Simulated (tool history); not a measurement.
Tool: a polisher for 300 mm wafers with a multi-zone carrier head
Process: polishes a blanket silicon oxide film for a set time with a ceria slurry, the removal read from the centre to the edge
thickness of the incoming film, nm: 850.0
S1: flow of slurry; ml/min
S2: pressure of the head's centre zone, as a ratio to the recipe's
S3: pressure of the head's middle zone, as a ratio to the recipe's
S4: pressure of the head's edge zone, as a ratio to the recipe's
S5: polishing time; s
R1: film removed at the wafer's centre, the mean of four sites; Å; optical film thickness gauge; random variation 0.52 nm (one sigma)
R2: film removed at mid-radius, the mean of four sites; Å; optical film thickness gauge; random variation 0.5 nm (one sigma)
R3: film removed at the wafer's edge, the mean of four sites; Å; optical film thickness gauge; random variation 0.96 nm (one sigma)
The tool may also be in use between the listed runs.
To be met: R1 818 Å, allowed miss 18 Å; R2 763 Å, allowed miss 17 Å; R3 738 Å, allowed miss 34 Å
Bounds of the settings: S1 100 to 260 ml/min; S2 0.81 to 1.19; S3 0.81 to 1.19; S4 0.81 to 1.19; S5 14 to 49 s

run 1 hour=0 | S1=165 S2=1 S3=1 S4=1 S5=31 | R1=1096.1 R2=1083.5 R3=1070.1
run 2 hour=6.3 | S1=165 S2=1 S3=0.92 S4=1 S5=31 | R1=1090.2 R2=1008.3 R3=1077.6
run 3 hour=9.9 | S1=165 S2=1 S3=0.92 S4=0.95 S5=31 | R1=1096.1 R2=1000.3 R3=1046.4
run 4 hour=13.2 | S1=165 S2=1 S3=0.92 S4=0.95 S5=36 | R1=1258 R2=1176.1 R3=1227.3
run 5 hour=16.9 | S1=125 S2=1 S3=0.92 S4=0.95 S5=36 | R1=1193.2 R2=1109.5 R3=1166.7
run 6 hour=20.6 | S1=125 S2=1 S3=1 S4=0.95 S5=36 | R1=1180.6 R2=1183.7 R3=1180
run 7 hour=28.7 | S1=130 S2=1 S3=0.99 S4=0.92 S5=34 | R1=1132.9 R2=1119.9 R3=1106.4
run 8 hour=32 | S1=130 S2=1 S3=0.99 S4=0.92 S5=34 | R1=1142.7 R2=1103.2 R3=1085.9
run 9 hour=38.4 | S1=150 S2=0.98 S3=0.93 S4=0.82 S5=25 | R1=840.45 R2=805.33 R3=780.66
run 10 hour=39.6 | S1=145 S2=0.98 S3=0.93 S4=0.82 S5=25 | R1=840.3 R2=800.48 R3=769.19
run 11 hour=42.1 | S1=140 S2=0.98 S3=0.93 S4=0.82 S5=25 | R1=835.58 R2=792.26 R3=771.75
run 12 hour=44 | S1=135 S2=0.98 S3=0.93 S4=0.82 S5=25 | R1=827.76 R2=778.1 R3=759.56

5 next moves are on the table. One of them brings every result within its allowed miss. Which?
run A hour=45.9 | S1=110 S2=0.99 S3=0.96 S4=0.82 S5=27 | R1=? R2=? R3=?
run B hour=45.9 | S1=160 S2=1.01 S3=1.01 S4=0.81 S5=23 | R1=? R2=? R3=?
run C hour=45.9 | S1=155 S2=1.03 S3=0.97 S4=0.81 S5=24 | R1=? R2=? R3=?
run D hour=45.9 | S1=115 S2=0.93 S3=0.94 S4=0.81 S5=26 | R1=? R2=? R3=?
run E hour=45.9 | S1=140 S2=1 S3=0.93 S4=0.81 S5=24 | R1=? R2=? R3=?

move=A R1=846.23 R2=826.16 R3=808.93
move=B R1=812 R2=801.94 R3=729.6
move=C R1=855.19 R2=804.88 R3=758.3
move=D R1=784.72 R2=792.54 R3=781.82
move=E R1=813.93 R2=761.76 R3=747.09
A: further off than the last run
B: further off than the last run
C: further off than the last run
D: further off than the last run
E: meets every target
The right move is E.

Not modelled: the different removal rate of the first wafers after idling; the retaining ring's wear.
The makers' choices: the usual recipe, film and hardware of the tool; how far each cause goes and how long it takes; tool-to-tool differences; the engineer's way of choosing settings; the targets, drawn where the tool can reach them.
